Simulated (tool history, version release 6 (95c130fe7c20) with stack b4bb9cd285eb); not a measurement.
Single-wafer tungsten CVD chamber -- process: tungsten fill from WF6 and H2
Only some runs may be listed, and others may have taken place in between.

run	hour	heater temperature setpoint (deg C)	chamber pressure (Pa)	deposition time (s)	mean film thickness on the monitor wafer (Å)
1	0.0	385	4613	25.9	615.94
2	8.5	385	4613	24.8	590.66
3	13.3	382	4600	24.8	558.13
4	14.1	380	4586	24.8	538.79
5	21.3	380	4586	25.9	560.03
6	26.9	385	4586	25.9	615.45
7	34.7	385	4586	25.9	614.51
8	39.1	381	4573	25.9	572.53

Run 9 has not been measured yet. What should we expect?
9	40.9	378	4560	25.9	?

mean film thickness on the monitor wafer (Å): 541.65

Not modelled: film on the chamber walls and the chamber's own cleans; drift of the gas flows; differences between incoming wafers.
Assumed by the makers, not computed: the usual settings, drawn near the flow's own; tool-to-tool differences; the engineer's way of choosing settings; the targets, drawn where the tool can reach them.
